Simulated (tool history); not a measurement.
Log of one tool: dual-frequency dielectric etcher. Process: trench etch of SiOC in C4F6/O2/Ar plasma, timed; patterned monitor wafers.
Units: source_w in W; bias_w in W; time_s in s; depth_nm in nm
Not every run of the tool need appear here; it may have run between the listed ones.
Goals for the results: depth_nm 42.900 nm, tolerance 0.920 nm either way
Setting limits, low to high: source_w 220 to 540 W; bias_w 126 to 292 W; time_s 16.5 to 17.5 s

| run | hour | source_w | bias_w | time_s | depth_nm |
|---|---|---|---|---|---|
| 1 | 0.0 | 380 | 209 | 16.5 | 35.742 |
| 2 | 1.0 | 420 | 209 | 16.5 | 36.973 |
| 3 | 4.3 | 440 | 216 | 16.5 | 38.150 |
| 4 | 11.3 | 460 | 221 | 16.5 | 39.215 |
| 5 | 12.2 | 460 | 208 | 16.5 | 38.301 |
| 6 | 13.1 | 470 | 214 | 16.5 | 39.040 |
| 7 | 18.4 | 480 | 219 | 16.5 | 39.521 |
| 8 | 21.6 | 490 | 224 | 16.5 | 40.588 |
| 9 | 23.3 | 500 | 226 | 16.5 | 41.103 |
| 10 | 26.8 | 500 | 226 | 16.5 | 40.575 |
| 11 | 34.3 | 510 | 229 | 16.5 | 41.943 |
| 12 | 37.0 | 520 | 230 | 16.5 | 41.776 |
| 13 | 39.3 | 520 | 231 | 16.5 | 41.597 |

Below are 4 possible settings for the next run. Only one of them brings all results inside the allowed miss of their targets. Which is it?
| A | 41.6 | 540 | 235 | 17.5 | ? |
| B | 41.6 | 540 | 223 | 17.0 | ? |
| C | 41.6 | 540 | 239 | 17.0 | ? |
| D | 41.6 | 540 | 228 | 17.5 | ? |

| move | depth_nm |
|---|---|
| A | 45.770 |
| B | 43.543 |
| C | 44.763 |
| D | 45.221 |
A: carries the result that was furthest off beyond its target, to the other side
B: all results land within tolerance of their targets
C: carries the result that was furthest off beyond its target, to the other side
D: carries the result that was furthest off beyond its target, to the other side
The move that meets every target is B.
